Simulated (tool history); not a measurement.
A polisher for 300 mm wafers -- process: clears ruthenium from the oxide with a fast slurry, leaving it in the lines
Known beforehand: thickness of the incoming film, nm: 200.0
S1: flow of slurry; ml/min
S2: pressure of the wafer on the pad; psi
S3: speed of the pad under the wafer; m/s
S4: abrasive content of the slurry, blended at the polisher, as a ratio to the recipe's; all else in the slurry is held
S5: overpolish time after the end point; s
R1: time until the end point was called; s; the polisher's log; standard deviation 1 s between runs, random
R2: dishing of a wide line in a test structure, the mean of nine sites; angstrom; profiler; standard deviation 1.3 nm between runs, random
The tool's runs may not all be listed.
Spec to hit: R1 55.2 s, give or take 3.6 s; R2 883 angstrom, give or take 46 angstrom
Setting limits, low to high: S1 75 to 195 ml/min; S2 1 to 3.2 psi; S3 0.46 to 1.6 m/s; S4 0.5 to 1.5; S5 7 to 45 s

run 1 hour=0 | S1=125 S2=2.1 S3=1.02 S4=1 S5=23 | R1=78.681 R2=431.05
run 2 hour=2 | S1=105 S2=2.1 S3=1.02 S4=1 S5=23 | R1=82.457 R2=412.4
run 3 hour=3.7 | S1=105 S2=1.9 S3=1.02 S4=1 S5=23 | R1=90.228 R2=373.62
run 4 hour=7.2 | S1=120 S2=1.9 S3=1.02 S4=1 S5=23 | R1=89.225 R2=390.62
-- hour=13.8 worn pad replaced by a new one
run 5 hour=13.8 | S1=120 S2=1.9 S3=1.02 S4=1 S5=29 | R1=80.701 R2=508.27
run 6 hour=21.4 | S1=120 S2=2 S3=1.02 S4=1 S5=30 | R1=72.219 R2=558.96
run 7 hour=27.2 | S1=120 S2=2 S3=1.02 S4=1 S5=31 | R1=74.289 R2=574.47
run 8 hour=34.4 | S1=120 S2=2.1 S3=1.02 S4=1 S5=32 | R1=70.889 R2=601.25
run 9 hour=36.2 | S1=120 S2=2.1 S3=1.02 S4=1 S5=33 | R1=68.161 R2=635.27
run 10 hour=41 | S1=120 S2=2.1 S3=1.02 S4=1 S5=34 | R1=71.484 R2=638.62
run 11 hour=45.7 | S1=125 S2=2.1 S3=1.02 S4=1 S5=34 | R1=69.901 R2=653.89
run 12 hour=52.8 | S1=125 S2=2.1 S3=1.02 S4=1 S5=35 | R1=69.819 R2=661.66
run 13 hour=53.3 | S1=125 S2=2.2 S3=1.02 S4=1 S5=36 | R1=67.248 R2=694.92

Exactly one of the 5 candidate moves below puts every result within its allowed miss. Which one?
run A hour=53.8 | S1=125 S2=2.3 S3=0.9 S4=0.95 S5=30 | R1=? R2=?
run B hour=53.8 | S1=90 S2=2.5 S3=0.82 S4=1.2 S5=32 | R1=? R2=?
run C hour=53.8 | S1=125 S2=2.4 S3=1.04 S4=1.05 S5=24 | R1=? R2=?
run D hour=53.8 | S1=110 S2=1.9 S3=0.88 S4=1.05 S5=31 | R1=? R2=?
run E hour=53.8 | S1=80 S2=2.3 S3=1.3 S4=1.1 S5=40 | R1=? R2=?

move=A R1=76.641 R2=562.95
move=B R1=75.888 R2=597.23
move=C R1=61.091 R2=564.59
move=D R1=92.669 R2=495.29
move=E R1=56.655 R2=869.71
A: its largest miss is bigger than the last run's
B: its largest miss is bigger than the last run's
C: its largest miss is bigger than the last run's
D: its largest miss is bigger than the last run's
E: hits every target within its allowed miss
So the answer is move E, the one that meets all the targets.

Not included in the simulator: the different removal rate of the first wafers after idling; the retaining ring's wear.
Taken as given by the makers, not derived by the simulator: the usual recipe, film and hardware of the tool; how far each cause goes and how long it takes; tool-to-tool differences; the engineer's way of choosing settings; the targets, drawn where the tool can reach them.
